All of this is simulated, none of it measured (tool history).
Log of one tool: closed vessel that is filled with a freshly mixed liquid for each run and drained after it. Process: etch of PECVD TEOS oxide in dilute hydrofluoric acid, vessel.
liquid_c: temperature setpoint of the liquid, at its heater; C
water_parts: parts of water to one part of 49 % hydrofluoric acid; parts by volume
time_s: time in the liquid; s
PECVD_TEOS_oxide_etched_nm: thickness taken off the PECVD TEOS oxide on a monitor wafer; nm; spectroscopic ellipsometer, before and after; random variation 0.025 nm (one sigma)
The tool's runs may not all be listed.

run,hour,liquid_c,water_parts,time_s,PECVD_TEOS_oxide_etched_nm
1,0.0,24.0,155,30,3.7998
2,4.6,24.0,155,30,3.7879
3,13.1,27.5,155,30,4.2793
4,14.1,27.5,105,30,6.8396
5,22.4,25.0,105,30,6.2132
6,30.9,24.0,115,30,5.3454
7,31.7,20.0,160,30,3.1417
8,35.3,19.5,160,30,3.1299

The next listed run, before its measurement:
9,42.8,17.0,165,30,?

PECVD_TEOS_oxide_etched_nm: 2.6502 nm
